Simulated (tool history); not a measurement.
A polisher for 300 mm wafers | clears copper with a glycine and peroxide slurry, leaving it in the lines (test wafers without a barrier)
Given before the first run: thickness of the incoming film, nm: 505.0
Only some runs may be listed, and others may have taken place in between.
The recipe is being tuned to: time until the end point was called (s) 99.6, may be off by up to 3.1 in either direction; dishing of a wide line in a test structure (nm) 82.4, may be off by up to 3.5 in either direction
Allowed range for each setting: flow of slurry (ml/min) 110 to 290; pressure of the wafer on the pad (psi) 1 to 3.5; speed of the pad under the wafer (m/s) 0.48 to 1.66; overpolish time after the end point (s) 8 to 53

run,day,flow of slurry (ml/min),pressure of the wafer on the pad (psi),speed of the pad under the wafer (m/s),overpolish time after the end point (s),time until the end point was called (s),dishing of a wide line in a test structure (nm)
1,0,185,2.2,1.06,27,117.21,62.316
2,0.1,185,2.2,1.06,37,114.94,73.707
3,0.217,185,2.2,1.06,29,114.79,63.027
4,0.429,190,2.3,1.06,31,110.41,70.69
5,0.542,160,2.3,1.06,31,114.11,65.501
6,0.7,160,2.3,0.86,31,136.51,61.479
7,1.042,180,2.4,0.86,31,127.87,64.673
# day 1.112: slurry nozzle cleaned
8,1.112,195,2.5,0.86,31,117.93,68.119

Which one of the following 4 next-run settings gets every result inside its allowed miss? There is exactly one.
A,1.183,235,2.9,0.98,34,?,?
B,1.183,175,2.2,1.32,47,?,?
C,1.183,285,3,0.94,41,?,?
D,1.183,195,2.9,0.92,36,?,?

move,time until the end point was called (s),dishing of a wide line in a test structure (nm)
A,93.66,80.739
B,95.392,89.562
C,92.379,89.525
D,101.13,80.286
A: carries the result that was furthest off beyond its target, to the other side
B: carries the result that was furthest off beyond its target, to the other side
C: carries the result that was furthest off beyond its target, to the other side
D: all results in spec
D meets every target.

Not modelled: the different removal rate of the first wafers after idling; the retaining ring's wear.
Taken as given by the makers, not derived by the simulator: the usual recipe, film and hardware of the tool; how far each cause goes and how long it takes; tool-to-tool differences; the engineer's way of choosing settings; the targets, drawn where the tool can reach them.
